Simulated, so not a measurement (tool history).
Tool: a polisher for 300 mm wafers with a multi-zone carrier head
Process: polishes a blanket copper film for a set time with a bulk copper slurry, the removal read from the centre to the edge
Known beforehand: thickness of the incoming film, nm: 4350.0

run,hour,flow of slurry (ml/min),pressure of the head's centre zone,pressure of the head's middle zone,pressure of the head's edge zone,abrasive content of the slurry,polishing time (s),film removed at the wafer's centre (nm),film removed at mid-radius (nm),film removed at the wafer's edge (nm)
1,0,150,1,1,1,1,54,381.27,387.01,380.01
2,2.7,160,1.04,0.99,1.05,1.15,57,438.52,416.38,433.53
3,4.1,160,1.04,0.99,1.05,0.95,57,416.77,401.43,409.83
4,5.2,160,1.11,0.99,1.05,0.95,57,448.7,395.48,410.68
5,12.5,170,1.13,1.01,1.08,1.1,59,486.29,442.06,448.95
6,15.4,170,1.07,1.01,1.08,1.1,59,470.19,435.92,453.3
7,20.6,180,1.1,1.02,1.1,1.2,61,517.12,472.39,483.95

For run 8, what comes out?
8,23.9,185,1.11,1.01,1.12,1.3,62,?,?,?

Run 8 gave film removed at the wafer's centre (nm) 539.92, film removed at mid-radius (nm) 485.11, film removed at the wafer's edge (nm) 507.37.
